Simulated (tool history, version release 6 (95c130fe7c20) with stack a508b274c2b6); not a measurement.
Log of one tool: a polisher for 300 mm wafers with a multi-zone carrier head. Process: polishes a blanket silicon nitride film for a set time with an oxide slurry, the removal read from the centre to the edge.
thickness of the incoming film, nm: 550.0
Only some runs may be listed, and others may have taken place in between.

| run | hour | flow of slurry (ml/min) | pressure of the head's centre zone | pressure of the head's middle zone | pressure of the head's edge zone | abrasive content of the slurry | polishing time (s) | film removed at the wafer's centre (angstrom) | film removed at mid-radius (angstrom) | film removed at the wafer's edge (angstrom) |
|---|---|---|---|---|---|---|---|---|---|---|
| 1 | 0 | 315 | 1 | 1 | 1 | 1 | 90 | 444.11 | 447.39 | 451.2 |
| 2 | 7.3 | 315 | 0.98 | 0.99 | 0.98 | 0.9 | 87 | 403.48 | 408.85 | 402.04 |
| 3 | 16.1 | 315 | 0.98 | 0.99 | 0.98 | 0.9 | 103 | 480.94 | 487.3 | 478.61 |
| 4 | 22.8 | 315 | 1.04 | 0.99 | 0.98 | 0.9 | 103 | 499.58 | 480.79 | 490.75 |
| 5 | 24.9 | 315 | 1.04 | 0.99 | 0.98 | 0.9 | 94 | 453.9 | 431.7 | 425.65 |
| 6 | 32.6 | 275 | 1.04 | 0.99 | 0.98 | 0.9 | 94 | 442.75 | 437.87 | 431.63 |
| 7 | 35 | 270 | 1.01 | 0.97 | 0.99 | 0.8 | 91 | 392.33 | 385.84 | 404.89 |
| 8 | 36.3 | 270 | 0.98 | 0.96 | 0.97 | 0.75 | 89 | 365.33 | 359.08 | 378.85 |
| 9 | 42.9 | 270 | 0.96 | 0.96 | 0.95 | 0.7 | 88 | 347.49 | 334.69 | 353.19 |

Estimate the outcome of run 10 from the log above:
| 10 | 49.8 | 260 | 0.93 | 0.97 | 0.94 | 0.65 | 88 | ? | ? | ? |

{"run 10": {"film removed at the wafer's centre (angstrom)": 321.5, "film removed at mid-radius (angstrom)": 326.93, "film removed at the wafer's edge (angstrom)": 328.39}}
